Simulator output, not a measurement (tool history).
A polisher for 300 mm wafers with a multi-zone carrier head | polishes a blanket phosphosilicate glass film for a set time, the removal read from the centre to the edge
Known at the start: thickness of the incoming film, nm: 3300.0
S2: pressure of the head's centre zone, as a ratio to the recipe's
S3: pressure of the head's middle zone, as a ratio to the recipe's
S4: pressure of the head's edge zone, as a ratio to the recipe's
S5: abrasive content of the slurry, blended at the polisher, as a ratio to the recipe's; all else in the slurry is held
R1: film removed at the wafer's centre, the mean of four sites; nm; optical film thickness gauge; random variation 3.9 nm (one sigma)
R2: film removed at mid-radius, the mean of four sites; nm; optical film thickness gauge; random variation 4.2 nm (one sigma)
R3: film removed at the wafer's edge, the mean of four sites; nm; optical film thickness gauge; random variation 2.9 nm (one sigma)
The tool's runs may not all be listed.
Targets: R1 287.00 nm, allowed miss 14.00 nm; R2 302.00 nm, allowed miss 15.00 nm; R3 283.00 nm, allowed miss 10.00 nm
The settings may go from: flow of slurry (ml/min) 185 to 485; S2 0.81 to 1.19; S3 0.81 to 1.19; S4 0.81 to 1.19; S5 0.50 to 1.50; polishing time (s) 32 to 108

Run 1, day 0.000: flow of slurry (ml/min) 310, S2 1.00, S3 1.00, S4 1.00, S5 1.00, polishing time (s) 70. Result: R1 652.18 nm, R2 669.20 nm, R3 670.94 nm.
Run 2, day 0.025: flow of slurry (ml/min) 310, S2 1.00, S3 1.00, S4 1.00, S5 1.00, polishing time (s) 62. Result: R1 565.96 nm, R2 608.09 nm, R3 595.80 nm.
Run 3, day 0.288: flow of slurry (ml/min) 300, S2 1.02, S3 0.98, S4 0.96, S5 0.85, polishing time (s) 53. Result: R1 455.27 nm, R2 455.05 nm, R3 454.00 nm.
Run 4, day 0.429: flow of slurry (ml/min) 300, S2 1.00, S3 0.99, S4 0.93, S5 0.75, polishing time (s) 50. Result: R1 408.37 nm, R2 405.41 nm, R3 406.30 nm.
Run 5, day 0.504: flow of slurry (ml/min) 300, S2 0.99, S3 1.01, S4 0.91, S5 0.70, polishing time (s) 47. Result: R1 365.87 nm, R2 368.92 nm, R3 356.88 nm.
Run 6, day 0.533: flow of slurry (ml/min) 340, S2 0.99, S3 1.01, S4 0.91, S5 0.70, polishing time (s) 47. Result: R1 360.00 nm, R2 378.47 nm, R3 363.57 nm.
Run 7, day 0.588: flow of slurry (ml/min) 335, S2 0.98, S3 1.01, S4 0.88, S5 0.65, polishing time (s) 46. Result: R1 333.56 nm, R2 361.70 nm, R3 336.60 nm.
Run 8, day 0.725: flow of slurry (ml/min) 320, S2 0.98, S3 0.93, S4 0.81, S5 0.50, polishing time (s) 43. Result: R1 263.98 nm, R2 267.66 nm, R3 253.96 nm.
Run 9, day 0.888: flow of slurry (ml/min) 320, S2 0.98, S3 0.93, S4 0.81, S5 0.50, polishing time (s) 43. Result: R1 273.14 nm, R2 273.03 nm, R3 256.42 nm.
Run 10, day 1.129: flow of slurry (ml/min) 325, S2 0.98, S3 0.95, S4 0.83, S5 0.50, polishing time (s) 43. Result: R1 270.30 nm, R2 268.14 nm, R3 259.01 nm.
Run 11, day 1.379: flow of slurry (ml/min) 325, S2 0.98, S3 0.98, S4 0.84, S5 0.50, polishing time (s) 43. Result: R1 270.94 nm, R2 283.89 nm, R3 262.25 nm.
Run 12, day 1.604: flow of slurry (ml/min) 330, S2 0.99, S3 0.99, S4 0.86, S5 0.50, polishing time (s) 43. Result: R1 274.41 nm, R2 277.00 nm, R3 262.57 nm.
Run 13, day 1.917: flow of slurry (ml/min) 325, S2 0.96, S3 1.01, S4 0.87, S5 0.65, polishing time (s) 44. Result: R1 313.89 nm, R2 343.04 nm, R3 313.89 nm.

Which of these 5 next moves meets every target?
Run A, day 2.229: flow of slurry (ml/min) 205, S2 1.08, S3 0.89, S4 1.08, S5 0.55, polishing time (s) 51. Result: R1 ?, R2 ?, R3 ?.
Run B, day 2.229: flow of slurry (ml/min) 305, S2 1.11, S3 0.85, S4 0.96, S5 0.60, polishing time (s) 43. Result: R1 ?, R2 ?, R3 ?.
Run C, day 2.229: flow of slurry (ml/min) 420, S2 0.93, S3 1.01, S4 0.91, S5 0.60, polishing time (s) 38. Result: R1 ?, R2 ?, R3 ?.
Run D, day 2.229: flow of slurry (ml/min) 315, S2 0.99, S3 1.03, S4 0.89, S5 0.75, polishing time (s) 36. Result: R1 ?, R2 ?, R3 ?.
Run E, day 2.229: flow of slurry (ml/min) 265, S2 1.14, S3 0.82, S4 1.07, S5 0.60, polishing time (s) 42. Result: R1 ?, R2 ?, R3 ?.

move      R1      R2      R3
   A  341.77  304.37  352.16
   B  329.59  277.32  307.66
   C  260.48  281.26  270.56
   D  286.02  298.17  281.91
   E  323.22  260.73  313.01
A: further off than the last run
B: as far off as the last run
C: takes the result that was furthest off past its target
D: meets every target
E: as far off as the last run
The right move is D.

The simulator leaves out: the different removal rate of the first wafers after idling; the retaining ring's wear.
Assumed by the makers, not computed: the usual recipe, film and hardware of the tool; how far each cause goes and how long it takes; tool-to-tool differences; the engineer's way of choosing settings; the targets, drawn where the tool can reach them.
